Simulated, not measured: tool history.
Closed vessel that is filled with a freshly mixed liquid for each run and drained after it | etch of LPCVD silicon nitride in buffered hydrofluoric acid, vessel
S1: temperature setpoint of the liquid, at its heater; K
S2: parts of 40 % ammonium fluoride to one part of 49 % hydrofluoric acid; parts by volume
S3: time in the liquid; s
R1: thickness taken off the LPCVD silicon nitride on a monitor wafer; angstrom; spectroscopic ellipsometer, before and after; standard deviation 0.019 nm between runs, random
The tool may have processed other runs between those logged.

| run | hour | S1 | S2 | S3 | R1 |
|---|---|---|---|---|---|
| 1 | 0.0 | 293.15 | 18.5 | 935 | 47.169 |
| 2 | 8.5 | 293.15 | 21.0 | 935 | 42.856 |
| 3 | 15.6 | 294.15 | 21.0 | 935 | 45.325 |
| 4 | 21.9 | 295.15 | 21.0 | 935 | 48.109 |
| 5 | 23.5 | 295.15 | 21.0 | 725 | 37.153 |
| 6 | 28.7 | 296.15 | 19.5 | 725 | 41.383 |
| 7 | 30.9 | 300.15 | 15.5 | 735 | 64.565 |
| 8 | 38.3 | 299.65 | 15.5 | 735 | 62.854 |

Predict the results of run 9:
|  | 46.8 | hydrofluoric acid flow meter replaced |
| 9 | 46.8 | 299.15 | 15.5 | 735 | ? |

{"run 9": {"R1": 65.662}}
